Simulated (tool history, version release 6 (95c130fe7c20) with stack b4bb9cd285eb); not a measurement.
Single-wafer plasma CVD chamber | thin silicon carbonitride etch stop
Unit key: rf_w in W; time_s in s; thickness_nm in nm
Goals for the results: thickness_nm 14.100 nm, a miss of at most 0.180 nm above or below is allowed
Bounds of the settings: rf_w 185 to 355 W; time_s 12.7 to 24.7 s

Run 1, hour 0.0: rf_w 270 W, time_s 18.7 s. Result: thickness_nm 11.745 nm.
Run 2, hour 2.2: rf_w 270 W, time_s 20.4 s. Result: thickness_nm 12.844 nm.
Run 3, hour 10.5: rf_w 285 W, time_s 20.5 s. Result: thickness_nm 13.078 nm.
Run 4, hour 13.5: rf_w 250 W, time_s 20.5 s. Result: thickness_nm 12.650 nm.
Run 5, hour 19.0: rf_w 265 W, time_s 20.6 s. Result: thickness_nm 12.958 nm.
Run 6, hour 25.8: rf_w 300 W, time_s 20.6 s. Result: thickness_nm 13.295 nm.
Run 7, hour 31.2: rf_w 305 W, time_s 20.7 s. Result: thickness_nm 13.395 nm.
Run 8, hour 38.5: rf_w 310 W, time_s 20.8 s. Result: thickness_nm 13.530 nm.
Run 9, hour 42.3: rf_w 315 W, time_s 20.9 s. Result: thickness_nm 13.666 nm.
Run 10, hour 44.6: rf_w 320 W, time_s 20.9 s. Result: thickness_nm 13.722 nm.
Run 11, hour 52.5: rf_w 325 W, time_s 20.9 s. Result: thickness_nm 13.786 nm.
Run 12, hour 57.3: rf_w 330 W, time_s 20.9 s. Result: thickness_nm 13.753 nm.

Consider the 4 candidate settings below. Which is the only one whose results all fall within their allowed miss of target?
Run A, hour 62.1: rf_w 350 W, time_s 19.8 s. Result: thickness_nm ?.
Run B, hour 62.1: rf_w 305 W, time_s 21.7 s. Result: thickness_nm ?.
Run C, hour 62.1: rf_w 320 W, time_s 20.4 s. Result: thickness_nm ?.
Run D, hour 62.1: rf_w 335 W, time_s 20.1 s. Result: thickness_nm ?.

move  thickness_nm
   A        13.256
   B        14.029
   C        13.349
   D        13.307
A: its largest miss is bigger than the last run's
B: hits every target within its allowed miss
C: its largest miss is bigger than the last run's
D: its largest miss is bigger than the last run's
B is the move that brings every result within its allowed miss.

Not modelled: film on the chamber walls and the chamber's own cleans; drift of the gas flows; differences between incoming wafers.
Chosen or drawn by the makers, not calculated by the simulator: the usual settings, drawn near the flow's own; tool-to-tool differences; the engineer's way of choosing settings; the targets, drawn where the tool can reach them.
